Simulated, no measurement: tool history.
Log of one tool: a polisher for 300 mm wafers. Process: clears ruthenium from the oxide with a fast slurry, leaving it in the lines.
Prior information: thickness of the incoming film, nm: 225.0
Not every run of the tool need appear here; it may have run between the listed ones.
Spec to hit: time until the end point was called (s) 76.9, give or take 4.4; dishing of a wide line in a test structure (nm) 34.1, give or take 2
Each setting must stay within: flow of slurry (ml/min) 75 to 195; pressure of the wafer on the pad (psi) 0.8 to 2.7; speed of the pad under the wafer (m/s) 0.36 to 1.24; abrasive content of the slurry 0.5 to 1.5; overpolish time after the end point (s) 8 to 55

run  hour  flow of slurry (ml/min)  pressure of the wafer on the pad (psi)  speed of the pad under the wafer (m/s)  abrasive content of the slurry  overpolish time after the end point (s)  time until the end point was called (s)  dishing of a wide line in a test structure (nm)
  1     0                      125                                     1.7                                     0.8                               1                                       28                                   107.59                                           48.401
  2   7.7                      125                                     2.1                                     0.8                               1                                       28                                   90.645                                           56.571
  3   8.9                      125                                     2.1                                     0.8                               1                                       26                                   91.766                                           52.538
  4  14.3                      125                                     1.7                                     0.8                               1                                       26                                   108.69                                           45.786
  5  22.1                      125                                     1.8                                     0.8                               1                                       24                                   102.56                                           44.456
  6  28.4                      125                                     1.9                                     0.8                               1                                       22                                      100                                           42.661
  7    37                      125                                       2                                     0.8                               1                                       20                                   95.609                                           41.662
  8  41.6                      125                                     2.1                                     0.8                               1                                       19                                    88.59                                           41.691
  9  43.1                      125                                     2.1                                     0.8                               1                                       18                                   92.337                                           38.709
 10  44.4                      125                                     2.1                                     0.8                               1                                       17                                   91.873                                           36.729
 11  49.8                      125                                     2.1                                     0.8                               1                                       16                                   89.757                                           35.195
 12  55.6                      135                                     2.3                                     0.8                               1                                       14                                   85.592                                           34.506

Consider the 5 candidate settings below. Which is the only one whose results all fall within their allowed miss of target?
  A  61.4                      125                                     2.1                                     0.7                            1.25                                       15                                        ?                                                ?
  B  61.4                      110                                     2.2                                    0.64                            1.15                                       17                                        ?                                                ?
  C  61.4                       75                                     2.4                                    0.82                            0.85                                       17                                        ?                                                ?
  D  61.4                      130                                     2.3                                    0.82                             0.9                                       15                                        ?                                                ?
  E  61.4                      120                                     2.6                                    0.78                             1.1                                       13                                        ?                                                ?

move  time until the end point was called (s)  dishing of a wide line in a test structure (nm)
   A                                   93.574                                           32.775
   B                                   103.69                                           33.465
   C                                   96.463                                           35.774
   D                                    83.18                                           36.538
   E                                   73.706                                           35.801
A: the biggest miss grows against the last run
B: the biggest miss grows against the last run
C: the biggest miss grows against the last run
D: closes in on the targets versus the last run, not all within tolerance yet
E: every result within its allowed miss
So the answer is move E, the one that meets all the targets.

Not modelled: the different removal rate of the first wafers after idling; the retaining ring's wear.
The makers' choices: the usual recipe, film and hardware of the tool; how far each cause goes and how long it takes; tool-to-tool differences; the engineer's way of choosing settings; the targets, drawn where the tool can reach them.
